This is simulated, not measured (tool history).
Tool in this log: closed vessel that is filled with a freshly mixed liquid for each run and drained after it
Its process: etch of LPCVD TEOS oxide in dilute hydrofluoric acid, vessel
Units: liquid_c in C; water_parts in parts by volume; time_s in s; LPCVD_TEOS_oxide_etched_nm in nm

| run | day | liquid_c | water_parts | time_s | LPCVD_TEOS_oxide_etched_nm |
|---|---|---|---|---|---|
| 1 | 0.000 | 21.0 | 145 | 90 | 16.648 |
| 2 | 0.075 | 22.0 | 145 | 90 | 17.358 |
| 3 | 0.267 | 22.0 | 195 | 90 | 12.269 |
| 4 | 0.571 | 24.0 | 185 | 90 | 14.148 |
| 5 | 0.858 | 24.0 | 185 | 90 | 13.963 |
| 6 | 0.921 | 24.0 | 185 | 95 | 14.856 |
| 7 | 1.296 | 24.0 | 185 | 95 | 14.874 |
| 8 | 1.642 | 25.5 | 180 | 95 | 16.184 |

Run 9 is up next; what results do you expect?
| 9 | 1.675 | 26.5 | 175 | 95 | ? |

{"run 9": {"LPCVD_TEOS_oxide_etched_nm": 17.384}}
